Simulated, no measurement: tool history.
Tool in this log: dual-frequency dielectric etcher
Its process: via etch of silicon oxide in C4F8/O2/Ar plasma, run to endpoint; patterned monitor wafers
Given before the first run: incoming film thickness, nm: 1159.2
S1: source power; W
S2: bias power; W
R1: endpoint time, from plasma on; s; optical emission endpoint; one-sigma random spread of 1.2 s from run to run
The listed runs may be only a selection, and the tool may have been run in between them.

run	hour	S1	S2	R1
1	0	2310	1994	217.41
2	2.9	2310	2121	213.77
3	3.7	2310	1844	221.67
4	7	2440	1871	218.23
5	10	2570	1910	214.04
6	13	2570	1701	219.24
7	19.8	2690	1760	212.95
8	28.4	2780	1784	209.98
9	32.8	2860	1804	206.02

Estimate the outcome of run 10 from the log above:
10	37.5	3120	1854	?

R1: 202.35 s

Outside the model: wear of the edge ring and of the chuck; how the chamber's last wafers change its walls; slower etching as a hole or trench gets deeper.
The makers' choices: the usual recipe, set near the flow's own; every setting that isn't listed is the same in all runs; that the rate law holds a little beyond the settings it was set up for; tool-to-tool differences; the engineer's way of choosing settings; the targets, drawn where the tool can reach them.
